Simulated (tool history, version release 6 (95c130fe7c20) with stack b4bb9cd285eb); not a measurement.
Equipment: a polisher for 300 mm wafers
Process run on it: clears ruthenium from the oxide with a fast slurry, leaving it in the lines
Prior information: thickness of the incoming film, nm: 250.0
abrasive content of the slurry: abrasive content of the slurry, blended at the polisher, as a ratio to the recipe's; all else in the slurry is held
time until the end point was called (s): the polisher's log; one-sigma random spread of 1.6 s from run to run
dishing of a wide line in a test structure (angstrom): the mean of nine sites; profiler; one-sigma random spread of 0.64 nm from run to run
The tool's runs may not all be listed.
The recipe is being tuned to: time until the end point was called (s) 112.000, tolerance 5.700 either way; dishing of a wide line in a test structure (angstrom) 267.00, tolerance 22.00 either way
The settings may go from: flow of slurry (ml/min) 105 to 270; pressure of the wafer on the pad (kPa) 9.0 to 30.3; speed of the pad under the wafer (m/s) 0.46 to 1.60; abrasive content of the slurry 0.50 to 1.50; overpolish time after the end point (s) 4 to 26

run	hour	flow of slurry (ml/min)	pressure of the wafer on the pad (kPa)	speed of the pad under the wafer (m/s)	abrasive content of the slurry	overpolish time after the end point (s)	time until the end point was called (s)	dishing of a wide line in a test structure (angstrom)
1	0.0	175	19.3	1.02	1.00	13	63.040	428.74
2	3.4	175	15.9	1.00	1.00	13	75.085	370.68
3	8.9	175	20.0	1.00	1.00	13	63.909	444.01
4	14.7	135	20.0	1.00	1.00	13	62.738	433.14
5	21.5	135	16.5	0.96	1.00	13	76.593	364.65
6	26.8	135	14.5	0.94	1.00	13	87.927	327.67
7	28.7	135	13.1	0.94	1.00	13	94.060	311.88
8	35.4	135	9.0	0.92	1.00	13	127.140	230.35
9	40.1	135	9.7	0.92	1.00	13	123.360	248.36

Which of these 5 next moves meets every target?
A	44.8	185	13.1	0.84	1.05	11	?	?
B	44.8	140	10.3	0.96	0.95	13	?	?
C	44.8	145	9.7	0.90	0.95	15	?	?
D	44.8	140	9.0	0.88	1.00	15	?	?
E	44.8	130	9.0	0.90	1.10	12	?	?

move	time until the end point was called (s)	dishing of a wide line in a test structure (angstrom)
A	96.278	260.73
B	111.740	264.99
C	123.650	275.08
D	129.660	263.66
E	122.120	227.52
A: moves the result that the last run missed by most past its target, out the other side
B: every result within its allowed miss
C: about as far from the targets as the last run
D: misses by more than the last run did
E: gains on the last run, yet a result remains outside its allowed miss
B is the move that brings every result within its allowed miss.
